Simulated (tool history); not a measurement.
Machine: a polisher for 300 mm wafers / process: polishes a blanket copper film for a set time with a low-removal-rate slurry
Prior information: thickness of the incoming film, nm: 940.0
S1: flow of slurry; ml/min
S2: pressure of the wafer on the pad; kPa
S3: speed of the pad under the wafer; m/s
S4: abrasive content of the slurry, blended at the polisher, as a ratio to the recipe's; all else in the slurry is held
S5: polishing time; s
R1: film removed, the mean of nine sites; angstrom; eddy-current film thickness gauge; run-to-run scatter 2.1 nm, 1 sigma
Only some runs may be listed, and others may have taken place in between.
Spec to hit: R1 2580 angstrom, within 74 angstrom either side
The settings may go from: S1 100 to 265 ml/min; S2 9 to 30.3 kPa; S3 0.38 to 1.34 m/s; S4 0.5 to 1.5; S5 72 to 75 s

run,hour,S1,S2,S3,S4,S5,R1
1,0,170,19.3,0.86,1,72,1586.6
2,4.4,170,19.3,0.66,1,72,1232.5
3,6.3,170,21.4,0.66,1,72,1356.9
4,9.7,175,22.8,0.68,1,72,1508.8
5,17.1,180,23.4,0.7,1,72,1586.5
6,17.7,140,23.4,0.7,1,72,1528.6
# hour 22.6: head pressure recalibrated
7,22.6,145,24.1,0.72,1,72,1731
8,26.2,145,24.1,0.72,1,72,1742.4

Pick the move, out of 4, that brings all results within their allowed miss; only one does.
A,29.8,160,21.4,1.08,0.9,75,?
B,29.8,145,26.2,0.86,1.05,75,?
C,29.8,170,27.6,0.8,1.05,75,?
D,29.8,120,29,0.88,1,75,?

move,R1
A,2410.7
B,2377.4
C,2391.4
D,2565.9
A: gains on the last run, yet a result remains outside its allowed miss
B: gains on the last run, yet a result remains outside its allowed miss
C: gains on the last run, yet a result remains outside its allowed miss
D: every result within its allowed miss
The move that meets every target is D.

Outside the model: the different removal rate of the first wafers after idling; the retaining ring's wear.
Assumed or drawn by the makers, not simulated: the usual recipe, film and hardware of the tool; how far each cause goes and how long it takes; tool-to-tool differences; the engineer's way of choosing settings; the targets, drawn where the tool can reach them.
